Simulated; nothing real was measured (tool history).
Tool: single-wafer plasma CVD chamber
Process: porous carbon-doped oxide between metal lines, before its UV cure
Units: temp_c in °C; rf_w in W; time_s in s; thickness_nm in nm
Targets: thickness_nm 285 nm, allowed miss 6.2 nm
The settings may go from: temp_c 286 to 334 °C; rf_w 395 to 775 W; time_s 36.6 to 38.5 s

{"run": 1, "day": 0.0, "temp_c": 310, "rf_w": 585, "time_s": 38.5, "thickness_nm": 225.15}
{"run": 2, "day": 0.104, "temp_c": 306, "rf_w": 610, "time_s": 38.5, "thickness_nm": 237.3}
{"run": 3, "day": 0.262, "temp_c": 302, "rf_w": 630, "time_s": 38.5, "thickness_nm": 247.88}
{"run": 4, "day": 0.542, "temp_c": 307, "rf_w": 630, "time_s": 38.5, "thickness_nm": 239.95}
{"run": 5, "day": 0.696, "temp_c": 303, "rf_w": 645, "time_s": 38.5, "thickness_nm": 248.44}
{"run": 6, "day": 0.975, "temp_c": 303, "rf_w": 645, "time_s": 36.6, "thickness_nm": 237.14}
{"run": 7, "day": 1.321, "temp_c": 300, "rf_w": 670, "time_s": 36.8, "thickness_nm": 249.98}
{"run": 8, "day": 1.429, "temp_c": 298, "rf_w": 685, "time_s": 36.9, "thickness_nm": 255.16}
{"run": 9, "day": 1.733, "temp_c": 296, "rf_w": 700, "time_s": 37, "thickness_nm": 267.55}

5 next moves are on the table. One of them brings every result within its allowed miss. Which?
{"run": "A", "day": 2.038, "temp_c": 305, "rf_w": 730, "time_s": 36.6, "thickness_nm": "?"}
{"run": "B", "day": 2.038, "temp_c": 288, "rf_w": 770, "time_s": 37.3, "thickness_nm": "?"}
{"run": "C", "day": 2.038, "temp_c": 294, "rf_w": 715, "time_s": 38.5, "thickness_nm": "?"}
{"run": "D", "day": 2.038, "temp_c": 301, "rf_w": 710, "time_s": 38.5, "thickness_nm": "?"}
{"run": "E", "day": 2.038, "temp_c": 287, "rf_w": 765, "time_s": 36.8, "thickness_nm": "?"}

move=A thickness_nm=254.77
move=B thickness_nm=300.33
move=C thickness_nm=283.45
move=D thickness_nm=269.57
move=E thickness_nm=297.24
A: further off than the last run
B: takes the result that was furthest off past its target
C: meets every target
D: nearer than the last run, and not there yet
E: takes the result that was furthest off past its target
Answer: C
